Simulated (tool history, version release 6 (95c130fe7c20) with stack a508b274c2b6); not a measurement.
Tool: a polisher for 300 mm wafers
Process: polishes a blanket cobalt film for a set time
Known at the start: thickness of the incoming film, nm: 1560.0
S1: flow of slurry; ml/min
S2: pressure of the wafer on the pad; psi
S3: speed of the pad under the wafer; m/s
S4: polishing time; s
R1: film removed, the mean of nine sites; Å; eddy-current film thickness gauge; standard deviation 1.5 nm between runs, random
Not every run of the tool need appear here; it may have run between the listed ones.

run  hour   S1   S2    S3  S4      R1
  1   0.0  170  2.1  0.92  41  1947.2
  2   1.4  170  2.1  0.92  41  1944.1
  3   4.7  170  1.9  0.92  41  1764.8
  4   5.5  170  1.9  0.92  41  1788.1
  5  10.9  170  1.9  1.12  41  2146.5
  6  17.1  170  1.9  1.02  41  1968.0
  7  18.2  170  1.7  1.00  41  1730.0

Estimate the outcome of run 8 from the log above:
  8  19.8  170  1.6  1.00  41   ?

For run 8 the tool returned R1 1588.0 Å.
